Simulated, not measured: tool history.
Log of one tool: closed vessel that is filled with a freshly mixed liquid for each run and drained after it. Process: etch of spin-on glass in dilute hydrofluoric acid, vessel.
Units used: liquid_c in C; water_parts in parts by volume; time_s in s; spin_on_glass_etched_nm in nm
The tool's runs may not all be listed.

run,hour,liquid_c,water_parts,time_s,spin_on_glass_etched_nm
1,0.0,24.0,130,30,12.440
2,9.0,26.0,130,30,13.574
3,16.4,23.0,130,30,12.081
4,17.8,23.0,90,30,18.307
5,23.5,22.5,90,30,17.901
6,28.3,22.5,125,30,12.400

Predict the results of run 7:
7,31.1,24.5,125,30,?

spin_on_glass_etched_nm: 13.360 nm
